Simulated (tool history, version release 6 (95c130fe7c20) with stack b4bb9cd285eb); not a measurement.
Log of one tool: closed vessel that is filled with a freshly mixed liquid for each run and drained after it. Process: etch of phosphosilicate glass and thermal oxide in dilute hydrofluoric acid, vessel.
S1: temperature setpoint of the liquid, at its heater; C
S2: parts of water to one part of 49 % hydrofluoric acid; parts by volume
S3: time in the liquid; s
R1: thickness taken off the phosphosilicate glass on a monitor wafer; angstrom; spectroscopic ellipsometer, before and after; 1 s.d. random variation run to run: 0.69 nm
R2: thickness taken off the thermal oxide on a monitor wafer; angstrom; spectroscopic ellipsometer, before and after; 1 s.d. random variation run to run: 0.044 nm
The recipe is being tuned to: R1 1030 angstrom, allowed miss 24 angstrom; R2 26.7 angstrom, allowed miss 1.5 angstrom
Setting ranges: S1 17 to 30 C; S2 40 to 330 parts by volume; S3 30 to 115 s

{"run": 1, "hour": 0.0, "S1": 22, "S2": 185, "S3": 60, "R1": 553.33, "R2": 14.709}
{"run": 2, "hour": 3.5, "S1": 24.5, "S2": 170, "S3": 60, "R1": 677.83, "R2": 17.391}
{"run": 3, "hour": 11.2, "S1": 24.5, "S2": 170, "S3": 40, "R1": 453.01, "R2": 11.624}
{"run": 4, "hour": 16.4, "S1": 22, "S2": 170, "S3": 40, "R1": 412.14, "R2": 10.481}
{"run": 5, "hour": 18.0, "S1": 24.5, "S2": 170, "S3": 40, "R1": 454.89, "R2": 11.376}
{"run": 6, "hour": 21.9, "S1": 24.5, "S2": 225, "S3": 40, "R1": 321.95, "R2": 8.4998}
{"run": 7, "hour": 26.1, "S1": 25.5, "S2": 180, "S3": 40, "R1": 437.61, "R2": 11.469}
{"run": 8, "hour": 32.7, "S1": 27, "S2": 145, "S3": 40, "R1": 599.39, "R2": 15.061}
{"run": 9, "hour": 34.5, "S1": 28, "S2": 125, "S3": 40, "R1": 743.15, "R2": 19.636}
{"run": 10, "hour": 40.8, "S1": 28.5, "S2": 85, "S3": 45, "R1": 1307.1, "R2": 33.94}
{"run": 11, "hour": 47.2, "S1": 26.5, "S2": 85, "S3": 45, "R1": 1209.9, "R2": 30.628}
{"run": 12, "hour": 51.0, "S1": 25.5, "S2": 90, "S3": 45, "R1": 1107.5, "R2": 28.736}
{"run": 13, "hour": 54.2, "S1": 25, "S2": 90, "S3": 45, "R1": 1073.3, "R2": 28.129}

4 candidate next runs follow, results not yet known. Just one meets every target within its allowed miss. Identify it.
{"run": "A", "hour": 57.4, "S1": 28, "S2": 105, "S3": 50, "R1": "?", "R2": "?"}
{"run": "B", "hour": 57.4, "S1": 24.5, "S2": 120, "S3": 65, "R1": "?", "R2": "?"}
{"run": "C", "hour": 57.4, "S1": 28, "S2": 80, "S3": 35, "R1": "?", "R2": "?"}
{"run": "D", "hour": 57.4, "S1": 25.5, "S2": 95, "S3": 45, "R1": "?", "R2": "?"}

move=A R1=1126.2 R2=30.257
move=B R1=1098.6 R2=29.517
move=C R1=1070.6 R2=28.764
move=D R1=1030.5 R2=27.687
A: its largest miss is bigger than the last run's
B: its largest miss is bigger than the last run's
C: gains on the last run, yet a result remains outside its allowed miss
D: every result lands within tolerance
Move D is the one to make.

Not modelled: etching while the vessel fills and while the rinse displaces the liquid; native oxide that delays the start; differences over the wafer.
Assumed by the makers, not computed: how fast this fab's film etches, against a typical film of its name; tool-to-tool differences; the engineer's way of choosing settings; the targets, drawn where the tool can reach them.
